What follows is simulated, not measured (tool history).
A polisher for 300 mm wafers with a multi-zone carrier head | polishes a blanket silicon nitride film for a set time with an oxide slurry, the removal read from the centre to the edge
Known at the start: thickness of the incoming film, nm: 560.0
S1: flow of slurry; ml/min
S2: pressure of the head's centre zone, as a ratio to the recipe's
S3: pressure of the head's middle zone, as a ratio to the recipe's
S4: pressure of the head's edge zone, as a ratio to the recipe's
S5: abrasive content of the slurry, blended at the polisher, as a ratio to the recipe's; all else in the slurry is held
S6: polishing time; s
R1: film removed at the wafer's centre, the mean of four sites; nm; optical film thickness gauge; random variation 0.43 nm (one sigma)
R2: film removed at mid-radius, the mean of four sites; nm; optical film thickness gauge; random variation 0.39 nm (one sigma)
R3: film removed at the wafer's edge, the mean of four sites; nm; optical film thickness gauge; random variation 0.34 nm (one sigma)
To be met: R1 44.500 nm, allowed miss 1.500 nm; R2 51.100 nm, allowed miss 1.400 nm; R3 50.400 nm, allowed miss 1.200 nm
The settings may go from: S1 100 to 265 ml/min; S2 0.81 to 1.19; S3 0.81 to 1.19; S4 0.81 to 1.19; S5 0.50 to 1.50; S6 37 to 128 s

run	hour	S1	S2	S3	S4	S5	S6	R1	R2	R3
1	0.0	170	1.00	1.00	1.00	1.00	82	53.431	53.011	54.545
2	1.5	170	1.00	1.00	1.05	1.00	82	53.645	52.346	55.285
3	5.6	155	0.97	1.01	1.02	1.00	82	50.997	52.110	54.312
4	10.9	155	0.97	1.01	1.02	1.00	74	46.778	46.638	48.444
5	16.1	155	0.90	1.01	1.02	1.00	74	42.104	47.618	49.108
6	23.2	165	0.91	1.02	1.02	1.00	74	43.953	48.479	50.253
7	28.7	170	0.91	1.03	1.01	1.00	74	44.865	48.583	49.386
8	33.1	170	0.90	1.04	1.01	1.00	74	43.277	49.053	48.797
9	40.2	175	0.90	1.04	1.02	1.00	74	43.066	48.772	50.119

4 next moves are on the table. One of them brings every result within its allowed miss. Which?
A	47.3	170	0.92	0.97	1.05	1.10	70	?	?	?
B	47.3	150	0.89	1.02	0.91	0.90	84	?	?	?
C	47.3	150	0.92	0.93	1.05	1.05	73	?	?	?
D	47.3	180	0.86	1.08	1.02	1.05	72	?	?	?

move	R1	R2	R3
A	43.885	45.878	49.433
B	45.332	51.289	50.325
C	43.622	44.178	49.675
D	41.850	51.206	49.550
A: further off than the last run
B: meets every target
C: further off than the last run
D: brings the result that was furthest off to its target, and leaves another outside
The right move is B.

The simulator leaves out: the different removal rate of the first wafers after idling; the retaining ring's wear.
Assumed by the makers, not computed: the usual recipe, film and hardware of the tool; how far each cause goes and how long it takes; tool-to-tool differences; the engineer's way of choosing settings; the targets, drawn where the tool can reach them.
